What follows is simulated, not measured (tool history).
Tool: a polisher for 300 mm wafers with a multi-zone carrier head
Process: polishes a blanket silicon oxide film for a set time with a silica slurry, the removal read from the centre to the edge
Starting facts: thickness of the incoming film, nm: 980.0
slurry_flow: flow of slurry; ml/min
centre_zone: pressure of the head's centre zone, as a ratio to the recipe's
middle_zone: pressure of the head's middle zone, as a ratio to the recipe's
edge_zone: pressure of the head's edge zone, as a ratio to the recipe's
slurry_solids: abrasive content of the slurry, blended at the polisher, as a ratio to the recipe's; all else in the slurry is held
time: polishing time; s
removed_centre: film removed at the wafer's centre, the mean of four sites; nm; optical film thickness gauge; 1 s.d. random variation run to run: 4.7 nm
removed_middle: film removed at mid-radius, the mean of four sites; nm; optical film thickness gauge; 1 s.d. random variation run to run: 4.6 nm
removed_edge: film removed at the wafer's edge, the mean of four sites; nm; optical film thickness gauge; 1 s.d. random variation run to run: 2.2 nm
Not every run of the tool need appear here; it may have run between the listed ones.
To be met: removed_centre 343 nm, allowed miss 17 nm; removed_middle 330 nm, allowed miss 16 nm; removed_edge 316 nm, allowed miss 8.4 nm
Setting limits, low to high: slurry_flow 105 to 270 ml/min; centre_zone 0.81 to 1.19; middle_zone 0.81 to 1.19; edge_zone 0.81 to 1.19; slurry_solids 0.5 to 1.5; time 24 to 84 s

run    day  slurry_flow  centre_zone  middle_zone  edge_zone  slurry_solids  time  removed_centre  removed_middle  removed_edge
  1      0          175            1            1          1              1    54           276.1          271.26        279.63
  2  0.171          175            1            1          1           1.15    54          298.57          291.03        289.68
  3  0.408          175         1.08            1          1           1.15    54          306.58          294.63        289.79
  4  0.492          145         1.08            1          1           1.15    54          306.41          280.44        282.56
  5  0.792          145         1.08            1          1            1.3    54          319.73          291.96        298.18
  6  1.117          145         1.08            1          1            1.3    45          260.93          242.95        247.11
  7  1.442          150         1.09         1.01       1.01            1.3    46          269.03          252.01        255.84
  8  1.579          155          1.1         1.01       1.01            1.3    46          284.42          259.52        255.43
  9  1.825          205         1.08         1.08       1.11            1.5    47          306.34          306.68        296.31
 10  1.933          210         1.09         1.08       1.11            1.5    47          303.34          308.34        299.14
 11  2.217          230         1.19          1.1       1.12            1.5    49          361.32          325.03        311.44

Which one of the following 4 next-run settings gets every result inside its allowed miss? There is exactly one.
  A  2.5          215         1.16         1.14       1.17           1.15    53               ?               ?             ?
  B  2.5          230         1.19          1.1       1.02           1.45    51               ?               ?             ?
  C  2.5          270         1.04         1.06       1.14            1.5    47               ?               ?             ?
  D  2.5          195         1.19         1.17        1.1            1.5    48               ?               ?             ?

move  removed_centre  removed_middle  removed_edge
   A          345.83          329.14        318.18
   B          371.78           334.2         310.3
   C          308.76          307.59        310.16
   D          344.62          327.38        300.84
A: every result lands within tolerance
B: further off than the last run
C: pushes the last run's worst result past its target
D: the worst result of the last run now meets its target, but another is out of spec
Move A is the one to make.

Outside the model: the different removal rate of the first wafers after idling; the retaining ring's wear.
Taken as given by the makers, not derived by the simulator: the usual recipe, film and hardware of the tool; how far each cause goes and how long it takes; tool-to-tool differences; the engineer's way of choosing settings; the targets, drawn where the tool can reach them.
